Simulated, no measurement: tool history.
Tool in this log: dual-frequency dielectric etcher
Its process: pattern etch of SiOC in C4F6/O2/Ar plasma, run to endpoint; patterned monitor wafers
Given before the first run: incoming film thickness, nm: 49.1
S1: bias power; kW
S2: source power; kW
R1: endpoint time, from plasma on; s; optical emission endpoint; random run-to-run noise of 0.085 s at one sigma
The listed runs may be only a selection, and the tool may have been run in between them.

run 1 day=0 | S1=0.65 S2=0.46 | R1=13.858
run 2 day=0.317 | S1=0.672 S2=0.46 | R1=13.709
run 3 day=0.667 | S1=0.585 S2=0.46 | R1=14.138
run 4 day=0.796 | S1=0.625 S2=0.46 | R1=13.997
run 5 day=0.862 | S1=0.625 S2=0.42 | R1=14.431
run 6 day=0.925 | S1=0.581 S2=0.42 | R1=14.717
run 7 day=1.283 | S1=0.711 S2=0.49 | R1=13.108

Run 8, settings as shown, results not yet in. Your forecast:
run 8 day=1.592 | S1=0.721 S2=0.49 | R1=?

{"run 8": {"R1": 13.12}}
